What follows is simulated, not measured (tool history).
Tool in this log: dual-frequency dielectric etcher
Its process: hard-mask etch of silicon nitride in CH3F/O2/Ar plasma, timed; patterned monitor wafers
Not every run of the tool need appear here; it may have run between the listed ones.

run	hour	source power (kW)	bias power (kW)	etch time (s)	mean etch depth across the wafer (angstrom)
1	0.0	0.300	0.100	95.0	583.60
2	7.6	0.320	0.102	95.0	599.58
3	8.8	0.320	0.102	95.0	608.89
4	17.5	0.320	0.102	95.0	602.63
5	20.9	0.340	0.103	95.0	616.53
6	27.2	0.340	0.103	87.5	568.28
7	30.4	0.350	0.110	88.5	604.63
# hour 31.0: wet clean of the chamber
8	31.0	0.360	0.113	88.5	649.59

Forecast run 9:
9	31.6	0.370	0.113	88.5	?

{"run 9": {"mean etch depth across the wafer (angstrom)": 649.94}}
